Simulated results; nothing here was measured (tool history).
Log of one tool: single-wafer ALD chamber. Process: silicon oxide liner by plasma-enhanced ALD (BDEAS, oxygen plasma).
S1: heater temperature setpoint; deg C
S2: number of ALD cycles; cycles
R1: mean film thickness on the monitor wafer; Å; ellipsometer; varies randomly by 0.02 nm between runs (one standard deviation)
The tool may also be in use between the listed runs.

| run | hour | S1 | S2 | R1 |
|---|---|---|---|---|
| 1 | 0.0 | 315 | 55 | 48.177 |
| 2 | 1.9 | 315 | 54 | 47.037 |
| 3 | 4.2 | 315 | 53 | 46.303 |
| 4 | 8.7 | 315 | 52 | 45.269 |
| 5 | 16.2 | 315 | 51 | 44.177 |
| 6 | 20.9 | 315 | 50 | 43.302 |

Forecast run 7:
| 7 | 28.8 | 316 | 48 | ? |

R1: 41.880 Å
